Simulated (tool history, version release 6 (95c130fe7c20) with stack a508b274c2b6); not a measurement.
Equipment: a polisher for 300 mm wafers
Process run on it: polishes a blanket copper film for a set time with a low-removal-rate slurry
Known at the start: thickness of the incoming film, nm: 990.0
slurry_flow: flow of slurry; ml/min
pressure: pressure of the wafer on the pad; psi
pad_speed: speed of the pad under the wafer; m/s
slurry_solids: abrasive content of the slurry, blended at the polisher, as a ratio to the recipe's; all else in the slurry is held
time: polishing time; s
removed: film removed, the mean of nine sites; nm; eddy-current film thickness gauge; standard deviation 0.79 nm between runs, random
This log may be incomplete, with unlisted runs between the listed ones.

Run 1, hour 0: slurry_flow 260 ml/min, pressure 3.2 psi, pad_speed 1.24 m/s, slurry_solids 1, time 25 s. Result: removed 95.052 nm.
Run 2, hour 3.8: slurry_flow 260 ml/min, pressure 3.2 psi, pad_speed 1.24 m/s, slurry_solids 1.2, time 25 s. Result: removed 98.205 nm.
Run 3, hour 6.4: slurry_flow 260 ml/min, pressure 3.2 psi, pad_speed 1.24 m/s, slurry_solids 1.2, time 25 s. Result: removed 96.191 nm.
Run 4, hour 12: slurry_flow 295 ml/min, pressure 3.2 psi, pad_speed 1.24 m/s, slurry_solids 1.2, time 25 s. Result: removed 100.52 nm.
Run 5, hour 20.2: slurry_flow 285 ml/min, pressure 2.8 psi, pad_speed 1.22 m/s, slurry_solids 1.2, time 25 s. Result: removed 89.949 nm.
At hour 27.4: worn pad replaced by a new one.
Run 6, hour 27.4: slurry_flow 235 ml/min, pressure 2.8 psi, pad_speed 1.22 m/s, slurry_solids 1.2, time 25 s. Result: removed 94.549 nm.
Run 7, hour 32.3: slurry_flow 240 ml/min, pressure 2.4 psi, pad_speed 1.12 m/s, slurry_solids 1.2, time 25 s. Result: removed 76.795 nm.

What will run 8 give?
Run 8, hour 32.9: slurry_flow 240 ml/min, pressure 2.1 psi, pad_speed 1.1 m/s, slurry_solids 1.2, time 25 s. Result: removed ?.

{"run 8": {"removed": 71.012}}
